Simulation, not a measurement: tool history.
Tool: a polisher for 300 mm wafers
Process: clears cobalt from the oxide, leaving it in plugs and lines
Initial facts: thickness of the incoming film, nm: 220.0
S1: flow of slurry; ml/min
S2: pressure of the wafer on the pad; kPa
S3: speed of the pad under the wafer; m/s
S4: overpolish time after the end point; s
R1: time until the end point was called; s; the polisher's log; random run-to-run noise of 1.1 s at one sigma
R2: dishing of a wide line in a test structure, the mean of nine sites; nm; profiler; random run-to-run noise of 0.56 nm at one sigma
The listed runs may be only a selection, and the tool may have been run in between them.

run  hour   S1    S2    S3  S4      R1      R2
  1   0.0  145   9.0  0.94  18  59.139  31.789
  2   6.0  145  10.3  0.94  18  52.162  34.500
  3  13.2  145  10.3  0.84  18  54.368  33.436
  4  16.3  145   9.7  0.84  14  58.262  27.702
  5  20.6  145   9.7  1.00  14  53.387  30.331
  6  22.7  145   9.0  0.98  12  58.964  26.638

Run 7 comes next. What will it give?
  7  23.7  145  9.0  0.98  11   ?   ?

R1: 59.671 s
R2: 25.602 nm

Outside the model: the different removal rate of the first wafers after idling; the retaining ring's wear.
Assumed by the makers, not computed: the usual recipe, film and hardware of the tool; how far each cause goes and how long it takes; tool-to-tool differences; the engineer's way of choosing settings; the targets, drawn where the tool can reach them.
